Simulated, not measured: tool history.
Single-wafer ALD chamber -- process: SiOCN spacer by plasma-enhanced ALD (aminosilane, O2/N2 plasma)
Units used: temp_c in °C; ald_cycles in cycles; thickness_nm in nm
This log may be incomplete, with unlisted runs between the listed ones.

run,hour,temp_c,ald_cycles,thickness_nm
1,0,380,36,2.2805
2,1.2,380,35,2.212
3,9.6,391,35,2.2159
4,16.7,381,35,2.2142
5,18.2,381,34,2.1532
6,22,375,34,2.137
7,27.3,375,33,2.0793
8,29.1,375,32,2.0221

What does the tool deliver on the next run?
9,30.9,375,31,?

{"run 9": {"thickness_nm": 1.9578}}
